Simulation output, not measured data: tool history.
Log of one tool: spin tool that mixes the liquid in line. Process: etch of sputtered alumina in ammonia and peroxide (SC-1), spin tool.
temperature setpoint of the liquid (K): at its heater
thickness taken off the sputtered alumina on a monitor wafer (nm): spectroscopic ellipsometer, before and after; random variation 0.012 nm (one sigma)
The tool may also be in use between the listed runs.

| run | hour | temperature setpoint of the liquid (K) | parts of 29 % ammonia solution to one part of 30 % peroxide (parts by volume) | time under the liquid (s) | thickness taken off the sputtered alumina on a monitor wafer (nm) |
|---|---|---|---|---|---|
| 1 | 0 | 330.15 | 0.45 | 45 | 3.287 |
| 2 | 2.9 | 330.15 | 0.45 | 20 | 1.4519 |
| 3 | 9.1 | 332.15 | 0.45 | 20 | 1.62 |
| 4 | 12.2 | 335.15 | 0.45 | 20 | 1.8928 |
| 5 | 17 | 335.15 | 0.4 | 20 | 1.872 |
| 6 | 20.1 | 336.65 | 0.45 | 20 | 2.0411 |

Forecast run 7:
| 7 | 21.3 | 338.15 | 0.45 | 20 | ? |

Run 7 gave thickness taken off the sputtered alumina on a monitor wafer (nm) 2.1855.
